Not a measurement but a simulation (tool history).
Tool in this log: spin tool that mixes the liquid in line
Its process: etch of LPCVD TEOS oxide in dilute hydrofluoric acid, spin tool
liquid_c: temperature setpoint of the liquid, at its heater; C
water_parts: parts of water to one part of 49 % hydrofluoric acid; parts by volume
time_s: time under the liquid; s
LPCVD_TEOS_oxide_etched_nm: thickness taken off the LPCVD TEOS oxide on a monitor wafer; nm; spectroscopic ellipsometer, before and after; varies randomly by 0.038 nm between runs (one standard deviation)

{"run": 1, "hour": 0.0, "liquid_c": 23.0, "water_parts": 115, "time_s": 15, "LPCVD_TEOS_oxide_etched_nm": 3.3878}
{"run": 2, "hour": 0.7, "liquid_c": 25.5, "water_parts": 105, "time_s": 15, "LPCVD_TEOS_oxide_etched_nm": 4.1441}
{"run": 3, "hour": 8.8, "liquid_c": 27.0, "water_parts": 100, "time_s": 15, "LPCVD_TEOS_oxide_etched_nm": 4.6354}
{"run": 4, "hour": 16.0, "liquid_c": 28.0, "water_parts": 95, "time_s": 15, "LPCVD_TEOS_oxide_etched_nm": 5.2007}
{"run": 5, "hour": 21.3, "liquid_c": 28.0, "water_parts": 95, "time_s": 15, "LPCVD_TEOS_oxide_etched_nm": 5.0975}
{"run": 6, "hour": 24.7, "liquid_c": 28.0, "water_parts": 95, "time_s": 15, "LPCVD_TEOS_oxide_etched_nm": 5.1597}
{"run": 7, "hour": 26.1, "liquid_c": 29.0, "water_parts": 95, "time_s": 15, "LPCVD_TEOS_oxide_etched_nm": 5.3508}

The next listed run, before its measurement:
{"run": 8, "hour": 27.1, "liquid_c": 29.5, "water_parts": 95, "time_s": 15, "LPCVD_TEOS_oxide_etched_nm": "?"}

Run 8 came out at LPCVD_TEOS_oxide_etched_nm 5.4159 nm.
